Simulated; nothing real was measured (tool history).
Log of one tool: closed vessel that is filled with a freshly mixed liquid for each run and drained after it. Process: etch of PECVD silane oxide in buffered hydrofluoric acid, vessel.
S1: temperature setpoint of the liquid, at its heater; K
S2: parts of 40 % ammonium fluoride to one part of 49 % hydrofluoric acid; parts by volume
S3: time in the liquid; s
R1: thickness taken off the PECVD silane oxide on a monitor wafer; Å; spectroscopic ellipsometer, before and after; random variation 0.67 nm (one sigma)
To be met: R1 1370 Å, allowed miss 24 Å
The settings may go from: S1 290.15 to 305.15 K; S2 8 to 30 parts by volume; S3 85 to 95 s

| run | hour | S1 | S2 | S3 | R1 |
|---|---|---|---|---|---|
| 1 | 0 | 297.15 | 22.5 | 85 | 1862.1 |
| 2 | 8.2 | 297.15 | 25 | 85 | 1732 |
| 3 | 12.9 | 297.15 | 25 | 95 | 1940.4 |
| 4 | 21.3 | 300.15 | 25 | 95 | 2290.9 |
| 5 | 23.5 | 300.15 | 25 | 95 | 2288.1 |
| 6 | 29.2 | 297.15 | 25 | 95 | 1950.9 |
| 7 | 35.8 | 295.15 | 25 | 95 | 1738.4 |
| 8 | 43.6 | 294.15 | 25 | 95 | 1637.3 |
| 9 | 51.1 | 293.15 | 25 | 95 | 1552.9 |
| 10 | 53.6 | 292.65 | 25 | 95 | 1522.3 |
| 11 | 58.7 | 292.15 | 25 | 95 | 1460.9 |
| 12 | 62.1 | 292.15 | 25 | 95 | 1472.4 |
| 13 | 63.2 | 291.65 | 25 | 95 | 1432.3 |

4 next moves are on the table. One of them brings every result within its allowed miss. Which?
| A | 64.3 | 292.65 | 24.5 | 95 | ? |
| B | 64.3 | 291.65 | 22.5 | 85 | ? |
| C | 64.3 | 291.15 | 23.5 | 95 | ? |
| D | 64.3 | 292.15 | 23 | 90 | ? |

| move | R1 |
|---|---|
| A | 1535.4 |
| B | 1377 |
| C | 1451.4 |
| D | 1477.3 |
A: further off than the last run
B: meets every target
C: further off than the last run
D: further off than the last run
The right move is B.
